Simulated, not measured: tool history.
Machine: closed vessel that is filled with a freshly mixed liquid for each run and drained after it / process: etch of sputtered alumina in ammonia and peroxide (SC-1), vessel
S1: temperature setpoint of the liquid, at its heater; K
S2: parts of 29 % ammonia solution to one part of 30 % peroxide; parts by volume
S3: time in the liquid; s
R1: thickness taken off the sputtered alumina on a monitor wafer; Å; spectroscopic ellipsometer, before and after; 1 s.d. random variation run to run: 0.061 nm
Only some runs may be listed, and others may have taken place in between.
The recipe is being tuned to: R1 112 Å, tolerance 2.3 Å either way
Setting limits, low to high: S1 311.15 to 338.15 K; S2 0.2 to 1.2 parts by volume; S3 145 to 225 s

run 1 day=0 | S1=322.15 S2=0.9 S3=225 | R1=86.2
run 2 day=0.212 | S1=322.15 S2=0.9 S3=145 | R1=55.887
run 3 day=0.275 | S1=325.65 S2=0.9 S3=145 | R1=67.923
run 4 day=0.429 | S1=331.15 S2=0.9 S3=145 | R1=90.915
run 5 day=0.621 | S1=332.65 S2=0.9 S3=145 | R1=99.246
run 6 day=0.7 | S1=333.65 S2=0.9 S3=145 | R1=102.86
-- day=0.862 new drum of ammonia solution connected
run 7 day=0.862 | S1=334.15 S2=0.9 S3=145 | R1=106.72
run 8 day=1.1 | S1=334.65 S2=0.9 S3=145 | R1=109.34

Exercise: of the 4 proposed moves below, exactly one satisfies all targets within the stated allowed misses. Which move is it?
run A day=1.338 | S1=332.15 S2=0.8 S3=160 | R1=?
run B day=1.338 | S1=334.15 S2=0.85 S3=145 | R1=?
run C day=1.338 | S1=333.65 S2=1.15 S3=145 | R1=?
run D day=1.338 | S1=327.65 S2=1.15 S3=210 | R1=?

move=A R1=105.7
move=B R1=106.76
move=C R1=107.1
move=D R1=113.4
A: lands further from the targets than the last run did
B: lands further from the targets than the last run did
C: lands further from the targets than the last run did
D: every result within its allowed miss
Answer: D

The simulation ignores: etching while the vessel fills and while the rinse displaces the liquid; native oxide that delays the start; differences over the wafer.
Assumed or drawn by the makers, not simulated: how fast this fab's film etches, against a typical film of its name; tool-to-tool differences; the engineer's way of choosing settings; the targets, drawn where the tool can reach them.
